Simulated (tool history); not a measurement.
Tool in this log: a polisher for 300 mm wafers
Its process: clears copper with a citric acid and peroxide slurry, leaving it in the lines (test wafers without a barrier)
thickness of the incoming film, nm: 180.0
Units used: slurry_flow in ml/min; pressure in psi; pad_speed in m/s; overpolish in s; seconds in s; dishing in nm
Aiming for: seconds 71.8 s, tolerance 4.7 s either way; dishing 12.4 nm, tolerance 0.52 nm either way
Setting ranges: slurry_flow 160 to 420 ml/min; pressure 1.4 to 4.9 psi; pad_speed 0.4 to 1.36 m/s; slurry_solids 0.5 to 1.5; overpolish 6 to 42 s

run  hour  slurry_flow  pressure  pad_speed  slurry_solids  overpolish  seconds  dishing
  1     0          270       3.1       0.88              1          21   89.842   31.705
  2   5.1          215       3.1       0.88              1          21    94.55   31.264
  3   6.7          215       3.1       0.88            0.9          21   98.119     31.1
  4  13.3          215       3.1       1.04            0.9          21   83.448   35.881
  5  20.3          270       2.8       1.02           1.05          17    89.24   27.889
  6    29          270       2.8       0.84           1.05          17    104.4   22.972
  7  33.2          345       3.7        0.6            1.3           7   103.12   9.9682
  8  35.2          345         4        0.6            1.3           7   95.815   10.664
  9  41.8          350       4.2        0.6            1.3           7    96.57    11.26
 10  48.3          370       4.3       0.64           1.35           7   85.363    11.91
 11    51          380       4.4       0.64            1.4           7   82.632   12.594
 12  59.3          390       4.5       0.64           1.45           7   78.003   12.963
 13  64.3          400       4.5       0.64           1.45           7   78.678   13.021
 14  66.7          405       4.5       0.64           1.45           7   82.211   13.072
 15  71.8          380       4.5       0.64           1.45           7   82.533   12.779
 16    79          380       4.5       0.64           1.45           7   78.795   12.701
 17  87.7          370       4.6       0.64           1.45           7   81.724   13.241

5 next moves are on the table. One of them brings every result within its allowed miss. Which?
  A  96.4          400       3.8       0.52            1.5          10        ?        ?
  B  96.4          385       4.7       0.58           1.45           7        ?        ?
  C  96.4          340       4.1       0.56            1.5          10        ?        ?
  D  96.4          375       4.9       0.72           1.45           6        ?        ?
  E  96.4          265       4.3       0.78           1.45           6        ?        ?

move  seconds  dishing
   A   114.87   12.993
   B   85.473   12.267
   C   100.73   14.769
   D   66.706   13.443
   E   71.702   12.514
A: lands further from the targets than the last run did
B: lands further from the targets than the last run did
C: lands further from the targets than the last run did
D: pushes the last run's worst result past its target
E: in spec on every target
So the answer is move E, the one that meets all the targets.

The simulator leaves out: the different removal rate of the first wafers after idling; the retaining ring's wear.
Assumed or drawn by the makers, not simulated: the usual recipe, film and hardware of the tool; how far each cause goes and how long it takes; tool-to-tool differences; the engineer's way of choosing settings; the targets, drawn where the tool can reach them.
